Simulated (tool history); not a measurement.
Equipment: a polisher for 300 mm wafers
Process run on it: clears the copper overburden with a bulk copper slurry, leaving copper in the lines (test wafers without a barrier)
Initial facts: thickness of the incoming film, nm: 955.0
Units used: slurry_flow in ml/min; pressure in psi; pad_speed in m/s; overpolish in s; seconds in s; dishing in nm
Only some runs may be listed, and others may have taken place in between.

| run | hour | slurry_flow | pressure | pad_speed | slurry_solids | overpolish | seconds | dishing |
|---|---|---|---|---|---|---|---|---|
| 1 | 0.0 | 130 | 3.3 | 0.90 | 1.0 | 30 | 82.520 | 111.67 |
| 2 | 7.0 | 130 | 3.4 | 0.90 | 1.0 | 30 | 80.533 | 110.73 |
| 3 | 9.0 | 130 | 3.5 | 0.90 | 1.0 | 31 | 77.789 | 115.89 |
| 4 | 14.2 | 130 | 3.5 | 0.74 | 1.0 | 31 | 95.407 | 105.06 |
| 5 | 21.5 | 130 | 3.5 | 0.84 | 1.0 | 31 | 83.063 | 111.25 |
| 6 | 24.8 | 100 | 3.5 | 0.84 | 1.0 | 31 | 85.415 | 110.12 |
| 7 | 29.6 | 100 | 3.7 | 0.84 | 1.0 | 31 | 84.458 | 111.35 |
| 8 | 32.1 | 105 | 3.9 | 0.84 | 1.0 | 31 | 77.416 | 117.30 |
| 9 | 38.5 | 105 | 4.0 | 0.84 | 1.0 | 31 | 75.293 | 114.08 |
| 10 | 47.2 | 105 | 4.1 | 0.84 | 1.0 | 32 | 73.261 | 122.85 |
| 11 | 52.0 | 105 | 4.2 | 0.84 | 1.0 | 32 | 71.558 | 123.30 |

Run 12 comes next. What will it give?
| 12 | 55.7 | 105 | 4.3 | 0.84 | 1.0 | 31 | ? | ? |

Run 12 came out at seconds 72.196 s, dishing 124.57 nm.
